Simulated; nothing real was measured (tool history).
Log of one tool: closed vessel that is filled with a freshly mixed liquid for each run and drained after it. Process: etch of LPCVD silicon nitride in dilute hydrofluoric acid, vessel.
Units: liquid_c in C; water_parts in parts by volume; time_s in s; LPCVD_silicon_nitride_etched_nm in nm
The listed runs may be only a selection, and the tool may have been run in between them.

run    day  liquid_c  water_parts  time_s  LPCVD_silicon_nitride_etched_nm
  1  0.000      24.0          120    2750                           9.5825
  2  0.229      24.0           95    2750                          11.9090
  3  0.617      20.5           95    2750                           9.6409
  4  0.938      19.0           95    2750                           8.5691
  5  1.242      19.0           70    2750                          11.5120
     1.546  -- hydrofluoric acid flow meter replaced
  6  1.546      17.5           70    2750                          11.5280
  7  1.821      21.0           70    2750                          14.7110
  8  1.938      22.5           70    2750                          15.8820

Run 9 has not been measured yet. What should we expect?
  9  2.029      23.5           70    2750                                ?

LPCVD_silicon_nitride_etched_nm: 17.5810 nm

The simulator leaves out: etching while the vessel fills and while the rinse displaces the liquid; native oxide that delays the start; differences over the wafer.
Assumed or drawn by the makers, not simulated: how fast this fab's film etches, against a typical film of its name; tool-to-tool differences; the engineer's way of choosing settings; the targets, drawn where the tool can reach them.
